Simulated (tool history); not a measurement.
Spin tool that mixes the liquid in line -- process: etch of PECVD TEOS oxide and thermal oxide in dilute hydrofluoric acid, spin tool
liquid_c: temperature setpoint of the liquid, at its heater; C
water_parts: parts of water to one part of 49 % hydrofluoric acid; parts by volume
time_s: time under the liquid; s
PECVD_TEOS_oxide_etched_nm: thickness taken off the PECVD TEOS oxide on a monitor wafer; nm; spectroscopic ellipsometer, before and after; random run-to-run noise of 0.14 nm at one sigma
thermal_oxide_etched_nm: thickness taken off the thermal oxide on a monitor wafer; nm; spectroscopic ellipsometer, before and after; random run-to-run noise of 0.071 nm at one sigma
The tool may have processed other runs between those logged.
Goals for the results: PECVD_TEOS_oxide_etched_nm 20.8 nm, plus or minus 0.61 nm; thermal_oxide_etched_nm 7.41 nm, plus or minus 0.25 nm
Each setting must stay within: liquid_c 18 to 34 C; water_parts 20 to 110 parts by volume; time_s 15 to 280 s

Run 1, hour 0: liquid_c 26 C, water_parts 60 parts by volume, time_s 145 s. Result: PECVD_TEOS_oxide_etched_nm 34.755 nm, thermal_oxide_etched_nm 12.253 nm.
Run 2, hour 3.8: liquid_c 26 C, water_parts 60 parts by volume, time_s 95 s. Result: PECVD_TEOS_oxide_etched_nm 22.175 nm, thermal_oxide_etched_nm 8.0066 nm.
Run 3, hour 10.6: liquid_c 26 C, water_parts 60 parts by volume, time_s 45 s. Result: PECVD_TEOS_oxide_etched_nm 10.635 nm, thermal_oxide_etched_nm 3.8 nm.
Run 4, hour 18: liquid_c 26 C, water_parts 60 parts by volume, time_s 15 s. Result: PECVD_TEOS_oxide_etched_nm 3.547 nm, thermal_oxide_etched_nm 1.2787 nm.
Run 5, hour 22.7: liquid_c 26 C, water_parts 45 parts by volume, time_s 15 s. Result: PECVD_TEOS_oxide_etched_nm 4.8391 nm, thermal_oxide_etched_nm 1.7185 nm.
At hour 25.2: thermometer replaced.
Run 6, hour 25.2: liquid_c 27.5 C, water_parts 40 parts by volume, time_s 25 s. Result: PECVD_TEOS_oxide_etched_nm 10.168 nm, thermal_oxide_etched_nm 3.6107 nm.
Run 7, hour 30.2: liquid_c 28 C, water_parts 40 parts by volume, time_s 25 s. Result: PECVD_TEOS_oxide_etched_nm 10.31 nm, thermal_oxide_etched_nm 3.6338 nm.
Run 8, hour 35.7: liquid_c 32 C, water_parts 20 parts by volume, time_s 50 s. Result: PECVD_TEOS_oxide_etched_nm 50.427 nm, thermal_oxide_etched_nm 17.916 nm.
Run 9, hour 36.5: liquid_c 31 C, water_parts 20 parts by volume, time_s 50 s. Result: PECVD_TEOS_oxide_etched_nm 47.96 nm, thermal_oxide_etched_nm 17.215 nm.
Run 10, hour 43: liquid_c 27 C, water_parts 45 parts by volume, time_s 50 s. Result: PECVD_TEOS_oxide_etched_nm 17.275 nm, thermal_oxide_etched_nm 6.2111 nm.
Run 11, hour 51.3: liquid_c 27.5 C, water_parts 45 parts by volume, time_s 50 s. Result: PECVD_TEOS_oxide_etched_nm 17.754 nm, thermal_oxide_etched_nm 6.4045 nm.
Run 12, hour 54.2: liquid_c 28 C, water_parts 45 parts by volume, time_s 50 s. Result: PECVD_TEOS_oxide_etched_nm 18.148 nm, thermal_oxide_etched_nm 6.5026 nm.
Run 13, hour 58.7: liquid_c 28.5 C, water_parts 45 parts by volume, time_s 50 s. Result: PECVD_TEOS_oxide_etched_nm 18.786 nm, thermal_oxide_etched_nm 6.6932 nm.
Run 14, hour 65.8: liquid_c 29 C, water_parts 45 parts by volume, time_s 50 s. Result: PECVD_TEOS_oxide_etched_nm 18.804 nm, thermal_oxide_etched_nm 6.7027 nm.
Run 15, hour 72: liquid_c 29.5 C, water_parts 45 parts by volume, time_s 50 s. Result: PECVD_TEOS_oxide_etched_nm 19.433 nm, thermal_oxide_etched_nm 6.9494 nm.
Run 16, hour 73.4: liquid_c 30 C, water_parts 45 parts by volume, time_s 50 s. Result: PECVD_TEOS_oxide_etched_nm 19.885 nm, thermal_oxide_etched_nm 7.1809 nm.

Next run, 5 choices. One meets every target within its allowed miss, the rest don't. Which?
Run A, hour 74.8: liquid_c 32 C, water_parts 50 parts by volume, time_s 60 s. Result: PECVD_TEOS_oxide_etched_nm ?, thermal_oxide_etched_nm ?.
Run B, hour 74.8: liquid_c 29.5 C, water_parts 40 parts by volume, time_s 45 s. Result: PECVD_TEOS_oxide_etched_nm ?, thermal_oxide_etched_nm ?.
Run C, hour 74.8: liquid_c 30.5 C, water_parts 40 parts by volume, time_s 50 s. Result: PECVD_TEOS_oxide_etched_nm ?, thermal_oxide_etched_nm ?.
Run D, hour 74.8: liquid_c 33.5 C, water_parts 35 parts by volume, time_s 35 s. Result: PECVD_TEOS_oxide_etched_nm ?, thermal_oxide_etched_nm ?.
Run E, hour 74.8: liquid_c 34 C, water_parts 75 parts by volume, time_s 85 s. Result: PECVD_TEOS_oxide_etched_nm ?, thermal_oxide_etched_nm ?.

move  PECVD_TEOS_oxide_etched_nm  thermal_oxide_etched_nm
   A                      22.859                     8.05
   B                      19.739                   6.9513
   C                      22.819                   8.0358
   D                      20.698                    7.289
   E                      22.363                   7.8753
A: takes the biggest miss from the last run beyond its target
B: further off than the last run
C: takes the biggest miss from the last run beyond its target
D: hits every target within its allowed miss
E: takes the biggest miss from the last run beyond its target
The right move is D.

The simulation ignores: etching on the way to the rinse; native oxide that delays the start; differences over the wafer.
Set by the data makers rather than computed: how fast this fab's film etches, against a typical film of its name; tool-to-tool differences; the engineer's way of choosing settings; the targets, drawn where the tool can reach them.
